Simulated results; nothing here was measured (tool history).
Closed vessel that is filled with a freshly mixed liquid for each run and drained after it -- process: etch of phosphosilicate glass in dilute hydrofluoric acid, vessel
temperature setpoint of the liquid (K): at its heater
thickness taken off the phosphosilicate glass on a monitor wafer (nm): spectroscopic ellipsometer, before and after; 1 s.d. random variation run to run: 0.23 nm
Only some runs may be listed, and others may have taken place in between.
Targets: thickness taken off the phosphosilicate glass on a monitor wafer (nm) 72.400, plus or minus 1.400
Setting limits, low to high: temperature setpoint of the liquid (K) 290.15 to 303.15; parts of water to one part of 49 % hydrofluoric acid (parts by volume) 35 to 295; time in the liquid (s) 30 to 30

run	day	temperature setpoint of the liquid (K)	parts of water to one part of 49 % hydrofluoric acid (parts by volume)	time in the liquid (s)	thickness taken off the phosphosilicate glass on a monitor wafer (nm)
1	0.000	295.15	165	30	24.242
2	0.208	296.65	145	30	29.915
3	0.350	299.15	145	30	33.002
4	0.633	299.65	130	30	38.283
5	0.883	298.15	130	30	36.031
6	0.917	299.15	120	30	41.045
7	0.983	299.65	110	30	46.353
8	1.246	300.15	105	30	49.292
9	1.592	300.65	100	30	53.628
10	1.712	303.15	70	30	88.005

Pick the move, out of 5, that brings all results within their allowed miss; only one does.
A	1.833	302.15	75	30	?
B	1.833	300.15	75	30	?
C	1.833	303.15	60	30	?
D	1.833	301.15	85	30	?
E	1.833	302.15	55	30	?

move	thickness taken off the phosphosilicate glass on a monitor wafer (nm)
A	78.353
B	72.473
C	104.090
D	65.581
E	110.020
A: better than the last run, though not everything is in spec
B: hits every target within its allowed miss
C: further off than the last run
D: carries the result that was furthest off beyond its target, to the other side
E: further off than the last run
Correct choice: B, which meets every target

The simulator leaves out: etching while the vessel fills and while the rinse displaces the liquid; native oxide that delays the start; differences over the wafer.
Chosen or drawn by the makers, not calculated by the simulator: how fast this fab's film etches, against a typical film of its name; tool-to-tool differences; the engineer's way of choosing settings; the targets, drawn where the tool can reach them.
